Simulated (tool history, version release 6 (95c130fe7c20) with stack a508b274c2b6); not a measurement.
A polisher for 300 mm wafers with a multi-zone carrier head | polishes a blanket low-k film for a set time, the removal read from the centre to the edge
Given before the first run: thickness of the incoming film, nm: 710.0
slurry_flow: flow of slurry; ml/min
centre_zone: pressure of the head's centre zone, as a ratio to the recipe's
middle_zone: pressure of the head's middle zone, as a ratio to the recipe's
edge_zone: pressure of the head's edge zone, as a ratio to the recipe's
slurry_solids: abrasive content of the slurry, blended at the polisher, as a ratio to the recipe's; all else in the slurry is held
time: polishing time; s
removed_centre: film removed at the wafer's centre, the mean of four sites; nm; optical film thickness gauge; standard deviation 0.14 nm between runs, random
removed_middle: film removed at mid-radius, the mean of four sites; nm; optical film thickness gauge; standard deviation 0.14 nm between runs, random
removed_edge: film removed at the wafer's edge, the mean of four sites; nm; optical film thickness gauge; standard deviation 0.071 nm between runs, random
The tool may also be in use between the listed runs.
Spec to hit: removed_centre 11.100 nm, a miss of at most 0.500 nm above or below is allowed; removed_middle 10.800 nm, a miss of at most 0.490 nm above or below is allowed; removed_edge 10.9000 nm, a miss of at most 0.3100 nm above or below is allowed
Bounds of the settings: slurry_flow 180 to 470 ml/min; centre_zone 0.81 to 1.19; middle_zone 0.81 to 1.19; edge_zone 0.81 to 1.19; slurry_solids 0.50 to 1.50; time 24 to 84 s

run 1 hour=0.0 | slurry_flow=300 centre_zone=1.00 middle_zone=1.00 edge_zone=1.00 slurry_solids=1.00 time=54 | removed_centre=15.170 removed_middle=15.933 removed_edge=15.4790
run 2 hour=3.3 | slurry_flow=300 centre_zone=1.00 middle_zone=1.00 edge_zone=1.00 slurry_solids=1.10 time=54 | removed_centre=15.872 removed_middle=16.406 removed_edge=16.4640
run 3 hour=12.3 | slurry_flow=300 centre_zone=1.00 middle_zone=1.00 edge_zone=1.00 slurry_solids=1.25 time=54 | removed_centre=17.511 removed_middle=17.274 removed_edge=17.6070
run 4 hour=13.0 | slurry_flow=300 centre_zone=1.02 middle_zone=0.95 edge_zone=0.97 slurry_solids=1.00 time=53 | removed_centre=15.173 removed_middle=14.332 removed_edge=14.9930
run 5 hour=14.6 | slurry_flow=300 centre_zone=1.02 middle_zone=0.95 edge_zone=0.97 slurry_solids=1.00 time=44 | removed_centre=12.506 removed_middle=11.874 removed_edge=12.4690
run 6 hour=23.2 | slurry_flow=325 centre_zone=1.02 middle_zone=0.95 edge_zone=0.97 slurry_solids=1.00 time=44 | removed_centre=12.735 removed_middle=11.824 removed_edge=12.6310
run 7 hour=26.9 | slurry_flow=315 centre_zone=1.00 middle_zone=0.94 edge_zone=0.93 slurry_solids=0.95 time=44 | removed_centre=11.842 removed_middle=11.562 removed_edge=11.9830
run 8 hour=34.9 | slurry_flow=310 centre_zone=1.00 middle_zone=0.93 edge_zone=0.90 slurry_solids=0.95 time=44 | removed_centre=12.079 removed_middle=11.467 removed_edge=11.6490
run 9 hour=40.1 | slurry_flow=305 centre_zone=0.98 middle_zone=0.92 edge_zone=0.88 slurry_solids=0.95 time=44 | removed_centre=11.946 removed_middle=11.246 removed_edge=11.5810
run 10 hour=40.9 | slurry_flow=295 centre_zone=0.93 middle_zone=0.93 edge_zone=0.82 slurry_solids=0.85 time=44 | removed_centre=10.365 removed_middle=10.498 removed_edge=10.2100
run 11 hour=48.5 | slurry_flow=305 centre_zone=0.94 middle_zone=0.93 edge_zone=0.84 slurry_solids=0.85 time=44 | removed_centre=10.769 removed_middle=10.619 removed_edge=10.3860

Which of these 4 next moves meets every target?
run A hour=56.1 | slurry_flow=320 centre_zone=1.09 middle_zone=0.86 edge_zone=0.81 slurry_solids=0.70 time=53 | removed_centre=? removed_middle=? removed_edge=?
run B hour=56.1 | slurry_flow=440 centre_zone=0.99 middle_zone=0.93 edge_zone=0.81 slurry_solids=0.85 time=43 | removed_centre=? removed_middle=? removed_edge=?
run C hour=56.1 | slurry_flow=420 centre_zone=0.91 middle_zone=0.88 edge_zone=0.81 slurry_solids=1.15 time=37 | removed_centre=? removed_middle=? removed_edge=?
run D hour=56.1 | slurry_flow=325 centre_zone=1.01 middle_zone=1.05 edge_zone=0.81 slurry_solids=0.80 time=43 | removed_centre=? removed_middle=? removed_edge=?

move=A removed_centre=12.505 removed_middle=10.317 removed_edge=10.4860
move=B removed_centre=11.580 removed_middle=10.978 removed_edge=10.3390
move=C removed_centre=11.222 removed_middle=10.889 removed_edge=10.7530
move=D removed_centre=10.768 removed_middle=11.163 removed_edge=9.5665
A: misses by more than the last run did
B: misses by more than the last run did
C: every result within its allowed miss
D: misses by more than the last run did
Correct choice: C, which meets every target
